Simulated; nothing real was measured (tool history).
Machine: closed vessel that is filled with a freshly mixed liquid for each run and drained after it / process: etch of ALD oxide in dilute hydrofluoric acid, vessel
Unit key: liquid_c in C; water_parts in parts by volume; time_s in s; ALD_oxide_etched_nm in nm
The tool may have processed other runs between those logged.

run,hour,liquid_c,water_parts,time_s,ALD_oxide_etched_nm
1,0,25,120,105,21.32
2,5.5,26,120,105,22.19
3,14.4,27,120,105,23.365
4,19.9,23.5,120,105,20.109
5,28.7,25,120,105,21.311
6,32.3,25,90,105,29.667

What does the tool deliver on the next run?
7,38.6,24.5,90,105,?

Run 7 produced ALD_oxide_etched_nm 29.128 nm.
